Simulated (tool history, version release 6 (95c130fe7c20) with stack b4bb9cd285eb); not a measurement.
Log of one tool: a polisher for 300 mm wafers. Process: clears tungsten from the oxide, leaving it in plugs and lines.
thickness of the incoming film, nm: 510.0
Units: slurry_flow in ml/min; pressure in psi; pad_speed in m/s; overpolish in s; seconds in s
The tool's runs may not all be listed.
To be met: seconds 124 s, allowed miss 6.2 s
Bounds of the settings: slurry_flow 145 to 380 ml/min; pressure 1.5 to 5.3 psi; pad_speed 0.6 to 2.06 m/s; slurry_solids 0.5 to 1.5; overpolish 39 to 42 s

run 1 hour=0 | slurry_flow=245 pressure=3.4 pad_speed=1.32 slurry_solids=1 overpolish=39 | seconds=94.792
run 2 hour=3.4 | slurry_flow=245 pressure=3.2 pad_speed=1.32 slurry_solids=1 overpolish=39 | seconds=101.6
run 3 hour=6.2 | slurry_flow=245 pressure=3.2 pad_speed=1.32 slurry_solids=1.2 overpolish=39 | seconds=96.79
run 4 hour=12.1 | slurry_flow=245 pressure=3 pad_speed=1.32 slurry_solids=1.2 overpolish=39 | seconds=100.88
run 5 hour=14.5 | slurry_flow=245 pressure=3 pad_speed=1.32 slurry_solids=1.35 overpolish=39 | seconds=95.657
run 6 hour=17.1 | slurry_flow=245 pressure=2.8 pad_speed=1.32 slurry_solids=1.35 overpolish=39 | seconds=104.7
run 7 hour=21.9 | slurry_flow=245 pressure=2.7 pad_speed=1.32 slurry_solids=1.35 overpolish=39 | seconds=109.97
run 8 hour=27.7 | slurry_flow=245 pressure=2.6 pad_speed=1.32 slurry_solids=1.35 overpolish=39 | seconds=111.91
run 9 hour=33.4 | slurry_flow=245 pressure=2.5 pad_speed=1.32 slurry_solids=1.35 overpolish=39 | seconds=116.35

Which of these 5 next moves meets every target?
run A hour=39.1 | slurry_flow=205 pressure=2.3 pad_speed=1.12 slurry_solids=1.4 overpolish=42 | seconds=?
run B hour=39.1 | slurry_flow=260 pressure=2.7 pad_speed=1.4 slurry_solids=1.2 overpolish=39 | seconds=?
run C hour=39.1 | slurry_flow=240 pressure=2.7 pad_speed=1.28 slurry_solids=1.35 overpolish=39 | seconds=?
run D hour=39.1 | slurry_flow=255 pressure=2.4 pad_speed=1.08 slurry_solids=1.2 overpolish=39 | seconds=?
run E hour=39.1 | slurry_flow=330 pressure=2.2 pad_speed=1.38 slurry_solids=1.3 overpolish=39 | seconds=?

move=A seconds=138.45
move=B seconds=103.68
move=C seconds=107.39
move=D seconds=140.56
move=E seconds=121.82
A: takes the result that was furthest off past its target
B: further off than the last run
C: further off than the last run
D: takes the result that was furthest off past its target
E: meets every target
The right move is E.
